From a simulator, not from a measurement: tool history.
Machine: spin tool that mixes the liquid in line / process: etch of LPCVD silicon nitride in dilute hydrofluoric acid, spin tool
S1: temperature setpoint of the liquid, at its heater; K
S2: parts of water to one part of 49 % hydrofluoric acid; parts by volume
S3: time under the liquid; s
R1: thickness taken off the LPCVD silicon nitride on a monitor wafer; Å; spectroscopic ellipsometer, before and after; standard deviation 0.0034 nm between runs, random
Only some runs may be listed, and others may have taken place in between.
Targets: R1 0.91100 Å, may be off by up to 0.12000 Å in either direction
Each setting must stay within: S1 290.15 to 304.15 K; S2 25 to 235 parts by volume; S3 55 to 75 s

run  hour      S1   S2  S3       R1
  1   0.0  296.15  130  75  2.52840
  2   7.7  293.15  130  75  2.06400
  3   9.2  293.15   95  75  2.84690
  4  14.4  294.15   95  75  3.18170
  5  18.3  290.65   95  75  2.35090
  6  21.1  290.65   95  75  2.23110
  7  26.7  290.15  145  55  1.08410
  8  33.1  290.15  150  55  1.04230
  9  35.7  290.15  155  55  1.03670
 10  40.5  290.15  155  55  1.04370

Pick the move, out of 5, that brings all results within their allowed miss; only one does.
  A  45.3  290.15  125  55   ?
  B  45.3  290.15  170  55   ?
  C  45.3  290.15  110  55   ?
  D  45.3  291.15  160  60   ?
  E  45.3  290.15  135  55   ?

move       R1
   A  1.33870
   B  0.99535
   C  1.51480
   D  1.23210
   E  1.24280
A: misses by more than the last run did
B: every result within its allowed miss
C: misses by more than the last run did
D: misses by more than the last run did
E: misses by more than the last run did
B meets every target.
